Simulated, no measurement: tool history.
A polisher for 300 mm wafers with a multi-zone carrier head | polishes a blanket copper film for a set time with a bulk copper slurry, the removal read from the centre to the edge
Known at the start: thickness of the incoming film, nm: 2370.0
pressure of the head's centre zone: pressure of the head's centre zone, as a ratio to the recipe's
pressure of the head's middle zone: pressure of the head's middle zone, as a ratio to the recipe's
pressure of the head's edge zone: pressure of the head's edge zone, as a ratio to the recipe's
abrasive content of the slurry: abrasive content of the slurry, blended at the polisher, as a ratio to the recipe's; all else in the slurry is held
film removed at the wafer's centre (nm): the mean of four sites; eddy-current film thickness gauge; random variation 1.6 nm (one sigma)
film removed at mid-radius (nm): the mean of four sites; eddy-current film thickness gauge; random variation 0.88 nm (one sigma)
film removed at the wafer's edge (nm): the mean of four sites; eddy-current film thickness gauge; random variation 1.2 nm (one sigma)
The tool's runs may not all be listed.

run	hour	flow of slurry (ml/min)	pressure of the head's centre zone	pressure of the head's middle zone	pressure of the head's edge zone	abrasive content of the slurry	polishing time (s)	film removed at the wafer's centre (nm)	film removed at mid-radius (nm)	film removed at the wafer's edge (nm)
1	0.0	285	1.00	1.00	1.00	1.00	62	250.98	251.34	248.10
2	6.6	270	0.96	0.95	1.01	0.85	57	203.13	208.08	221.16
3	9.2	225	0.96	0.95	1.01	0.85	57	204.53	205.83	216.91
4	14.9	225	0.96	0.95	1.01	1.05	57	215.69	218.52	227.97
5	19.1	225	0.96	0.95	1.01	1.20	57	224.10	225.81	238.68
6	24.1	185	0.96	0.95	1.01	1.20	57	217.77	220.62	233.56
7	26.8	180	0.94	0.92	1.01	1.05	55	195.38	198.66	215.60
8	35.3	180	0.93	0.89	1.01	0.90	54	187.45	182.19	203.92

Run 9 comes next. What will it give?
9	37.0	180	0.90	0.87	1.01	0.80	53	?	?	?

Run 9 gave film removed at the wafer's centre (nm) 167.74, film removed at mid-radius (nm) 170.51, film removed at the wafer's edge (nm) 193.33.
